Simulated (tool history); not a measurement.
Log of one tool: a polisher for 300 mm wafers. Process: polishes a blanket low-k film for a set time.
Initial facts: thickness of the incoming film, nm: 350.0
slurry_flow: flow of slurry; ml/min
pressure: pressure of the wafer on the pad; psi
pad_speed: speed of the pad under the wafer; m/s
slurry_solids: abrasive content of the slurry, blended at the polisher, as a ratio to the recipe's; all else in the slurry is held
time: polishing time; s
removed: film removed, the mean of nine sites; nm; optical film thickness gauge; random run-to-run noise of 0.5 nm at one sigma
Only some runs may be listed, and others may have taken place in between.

run 1 hour=0 | slurry_flow=205 pressure=2.2 pad_speed=1.1 slurry_solids=1 time=57 | removed=33.902
run 2 hour=0.7 | slurry_flow=205 pressure=2.3 pad_speed=1.1 slurry_solids=1 time=57 | removed=35.217
run 3 hour=4.4 | slurry_flow=205 pressure=2.3 pad_speed=1.1 slurry_solids=1 time=57 | removed=35.016
run 4 hour=13.4 | slurry_flow=205 pressure=2.3 pad_speed=1.1 slurry_solids=1.1 time=57 | removed=36.327
run 5 hour=20.1 | slurry_flow=205 pressure=2.3 pad_speed=1.1 slurry_solids=1.1 time=57 | removed=36.035
run 6 hour=28.3 | slurry_flow=205 pressure=2.4 pad_speed=1.1 slurry_solids=1.1 time=57 | removed=37.023
run 7 hour=35.8 | slurry_flow=205 pressure=2.5 pad_speed=1.1 slurry_solids=1.1 time=57 | removed=40.057

Run 8 is up next; what results do you expect?
run 8 hour=39 | slurry_flow=210 pressure=2.7 pad_speed=1.1 slurry_solids=1.1 time=57 | removed=?

Run 8 yielded removed 42.701 nm.
